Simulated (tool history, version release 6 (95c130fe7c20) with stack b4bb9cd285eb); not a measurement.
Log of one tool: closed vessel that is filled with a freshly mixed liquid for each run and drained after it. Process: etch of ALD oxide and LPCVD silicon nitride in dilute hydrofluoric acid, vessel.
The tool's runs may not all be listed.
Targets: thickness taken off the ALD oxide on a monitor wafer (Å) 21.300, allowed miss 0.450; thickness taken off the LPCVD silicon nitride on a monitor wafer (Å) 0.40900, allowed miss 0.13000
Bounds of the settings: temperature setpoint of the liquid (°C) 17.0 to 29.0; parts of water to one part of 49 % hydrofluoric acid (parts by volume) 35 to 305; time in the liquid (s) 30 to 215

run,day,temperature setpoint of the liquid (°C),parts of water to one part of 49 % hydrofluoric acid (parts by volume),time in the liquid (s),thickness taken off the ALD oxide on a monitor wafer (Å),thickness taken off the LPCVD silicon nitride on a monitor wafer (Å)
1,0.000,21.0,170,110,109.920,2.13830
2,0.371,24.0,170,110,122.520,2.92680
3,0.742,24.0,170,65,72.696,1.90770
4,1.121,26.5,170,65,80.041,2.00600
5,1.175,26.5,225,65,56.932,1.50410
6,1.438,23.5,250,60,41.312,0.85518
7,1.729,22.5,265,55,33.677,0.80956
8,1.912,21.0,275,55,30.528,0.69694
# day 2.175: hydrofluoric acid flow meter replaced
9,2.175,19.5,285,55,29.494,0.61931
10,2.562,18.5,290,50,25.355,0.57038
11,2.858,17.0,305,50,22.453,0.51297
12,3.004,17.0,305,40,18.018,0.34062

Which of these 4 next moves meets every target?
A,3.150,17.0,275,40,?,?
B,3.150,17.5,255,35,?,?
C,3.150,17.0,305,45,?,?
D,3.150,17.0,240,35,?,?

move,thickness taken off the ALD oxide on a monitor wafer (Å),thickness taken off the LPCVD silicon nitride on a monitor wafer (Å)
A,20.536,0.37635
B,20.099,0.36575
C,20.311,0.38373
D,21.223,0.37491
A: nearer than the last run, and not there yet
B: nearer than the last run, and not there yet
C: nearer than the last run, and not there yet
D: meets every target
Move D is the one to make.
